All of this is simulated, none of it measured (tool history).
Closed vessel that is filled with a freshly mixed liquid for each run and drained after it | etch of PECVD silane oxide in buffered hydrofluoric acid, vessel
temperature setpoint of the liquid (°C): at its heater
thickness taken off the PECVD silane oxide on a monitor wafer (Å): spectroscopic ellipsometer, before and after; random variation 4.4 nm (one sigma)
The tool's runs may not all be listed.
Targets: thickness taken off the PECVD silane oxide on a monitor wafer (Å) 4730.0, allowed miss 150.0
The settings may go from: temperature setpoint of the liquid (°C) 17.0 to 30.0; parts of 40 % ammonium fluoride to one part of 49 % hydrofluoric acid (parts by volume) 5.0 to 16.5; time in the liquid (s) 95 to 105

run,hour,temperature setpoint of the liquid (°C),parts of 40 % ammonium fluoride to one part of 49 % hydrofluoric acid (parts by volume),time in the liquid (s),thickness taken off the PECVD silane oxide on a monitor wafer (Å)
1,0.0,22.0,10.0,95,3961.4
2,8.8,22.0,11.5,95,3503.4
3,17.7,23.5,11.5,95,3813.7
4,19.8,23.5,11.5,105,4148.5
5,24.5,22.0,11.5,105,3824.0
6,27.3,22.0,10.0,105,4409.6
7,28.4,22.0,10.0,105,4473.5
8,29.0,22.5,10.0,105,4464.3

5 next moves are on the table. One of them brings every result within its allowed miss. Which?
A,29.6,21.5,9.0,95,?
B,29.6,22.5,10.0,95,?
C,29.6,24.0,10.5,95,?
D,29.6,22.5,9.5,105,?
E,29.6,20.0,9.0,105,?

move,thickness taken off the PECVD silane oxide on a monitor wafer (Å)
A,4191.1
B,4145.0
C,4291.4
D,4731.8
E,4261.1
A: further off than the last run
B: further off than the last run
C: further off than the last run
D: meets every target
E: further off than the last run
The right move is D.

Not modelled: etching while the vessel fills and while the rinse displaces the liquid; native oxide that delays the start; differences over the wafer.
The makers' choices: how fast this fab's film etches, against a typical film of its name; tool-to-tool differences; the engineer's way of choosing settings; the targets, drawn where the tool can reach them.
